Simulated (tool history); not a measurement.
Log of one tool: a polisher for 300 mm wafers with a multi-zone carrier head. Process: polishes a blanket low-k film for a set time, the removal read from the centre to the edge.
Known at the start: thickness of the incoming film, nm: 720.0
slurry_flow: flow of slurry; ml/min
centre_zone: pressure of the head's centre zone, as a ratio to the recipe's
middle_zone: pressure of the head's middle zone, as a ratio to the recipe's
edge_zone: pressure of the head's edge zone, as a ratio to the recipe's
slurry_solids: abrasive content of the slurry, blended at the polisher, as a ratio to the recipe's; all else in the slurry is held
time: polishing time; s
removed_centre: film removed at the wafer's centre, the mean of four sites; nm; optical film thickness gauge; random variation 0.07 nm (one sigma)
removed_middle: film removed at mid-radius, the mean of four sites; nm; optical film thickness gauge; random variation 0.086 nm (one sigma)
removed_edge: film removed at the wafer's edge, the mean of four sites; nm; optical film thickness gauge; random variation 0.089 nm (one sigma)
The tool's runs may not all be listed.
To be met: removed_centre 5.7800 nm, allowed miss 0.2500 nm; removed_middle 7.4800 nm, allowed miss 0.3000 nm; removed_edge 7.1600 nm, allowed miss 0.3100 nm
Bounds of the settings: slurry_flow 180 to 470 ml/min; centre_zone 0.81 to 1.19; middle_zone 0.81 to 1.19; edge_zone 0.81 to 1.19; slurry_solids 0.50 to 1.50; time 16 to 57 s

run    day  slurry_flow  centre_zone  middle_zone  edge_zone  slurry_solids  time  removed_centre  removed_middle  removed_edge
  1  0.000          300         1.00         1.00       1.00           1.00    36         13.0720         13.1580       13.1450
  2  0.108          300         1.00         0.92       1.00           1.00    36         13.1900         12.0750       12.9400
  3  0.438          300         1.00         0.92       1.00           1.00    30         10.9250         10.4710       10.9530
  4  0.808          300         0.97         0.93       0.99           0.90    29          9.8104          9.4360       10.3690
  5  0.983          300         0.97         0.99       0.99           0.90    29          9.7779         10.2190       10.3030
  6  1.258          300         0.97         0.99       0.99           0.90    26          8.8268          8.9920        8.9904
  7  1.542          300         0.94         1.01       0.98           0.85    26          8.3722          9.0847        8.8183
  8  1.821          295         0.92         1.02       0.98           0.80    26          8.0790          8.9312        8.7595
  9  1.950          295         0.90         1.03       0.98           0.75    25          7.3211          8.4720        8.1441
 10  2.200          295         0.88         1.03       0.98           0.70    25          6.9237          8.0741        7.8654
 11  2.450          295         0.87         1.04       0.98           0.65    25          6.5354          7.8330        7.6664
 12  2.583          295         0.86         1.04       0.98           0.65    25          6.5347          8.0681        7.5428
 13  2.746          290         0.85         1.04       0.99           0.65    25          6.5568          7.7983        7.3112
 14  2.912          295         0.84         1.04       0.97           0.65    25          6.4255          7.9041        7.4797

Which of these 5 next moves meets every target?
  A  3.079          260         0.82         1.05       1.01           0.65    27               ?               ?             ?
  B  3.079          285         0.86         1.14       0.95           0.70    24               ?               ?             ?
  C  3.079          370         0.82         1.08       1.05           0.55    25               ?               ?             ?
  D  3.079          280         0.88         0.97       0.85           0.70    26               ?               ?             ?
  E  3.079          335         0.94         0.98       0.98           0.65    27               ?               ?             ?

move  removed_centre  removed_middle  removed_edge
   A          6.5756          8.4056        8.2880
   B          6.4031          8.3584        7.4611
   C          5.7211          7.4725        7.2823
   D          7.0827          7.8846        7.7281
   E          7.6684          8.0428        8.2801
A: further off than the last run
B: further off than the last run
C: meets every target
D: further off than the last run
E: further off than the last run
The right move is C.

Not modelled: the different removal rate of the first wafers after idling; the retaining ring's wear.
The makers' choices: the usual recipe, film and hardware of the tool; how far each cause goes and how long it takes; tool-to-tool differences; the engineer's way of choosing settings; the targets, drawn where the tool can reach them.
